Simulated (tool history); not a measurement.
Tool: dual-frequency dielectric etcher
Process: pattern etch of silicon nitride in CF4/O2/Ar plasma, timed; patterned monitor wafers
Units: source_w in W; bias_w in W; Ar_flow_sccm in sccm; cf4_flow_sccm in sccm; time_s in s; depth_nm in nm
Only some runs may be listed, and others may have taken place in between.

{"run": 1, "hour": 0.0, "source_w": 540, "bias_w": 50, "Ar_flow_sccm": 92, "cf4_flow_sccm": 121, "time_s": 252.0, "depth_nm": 507.29}
{"run": 2, "hour": 6.0, "source_w": 540, "bias_w": 50, "Ar_flow_sccm": 92, "cf4_flow_sccm": 132, "time_s": 252.0, "depth_nm": 513.51}
{"run": 3, "hour": 11.8, "source_w": 600, "bias_w": 50, "Ar_flow_sccm": 92, "cf4_flow_sccm": 132, "time_s": 252.0, "depth_nm": 575.49}
{"run": 4, "hour": 15.7, "source_w": 610, "bias_w": 50, "Ar_flow_sccm": 92, "cf4_flow_sccm": 132, "time_s": 252.0, "depth_nm": 585.02}
{"run": 5, "hour": 24.4, "source_w": 610, "bias_w": 50, "Ar_flow_sccm": 83, "cf4_flow_sccm": 132, "time_s": 252.0, "depth_nm": 586.89}
{"run": 6, "hour": 29.2, "source_w": 610, "bias_w": 50, "Ar_flow_sccm": 83, "cf4_flow_sccm": 118, "time_s": 252.0, "depth_nm": 581.04}

For run 7, what comes out?
{"run": 7, "hour": 35.8, "source_w": 620, "bias_w": 50, "Ar_flow_sccm": 83, "cf4_flow_sccm": 118, "time_s": 252.0, "depth_nm": "?"}

{"run 7": {"depth_nm": 589.89}}
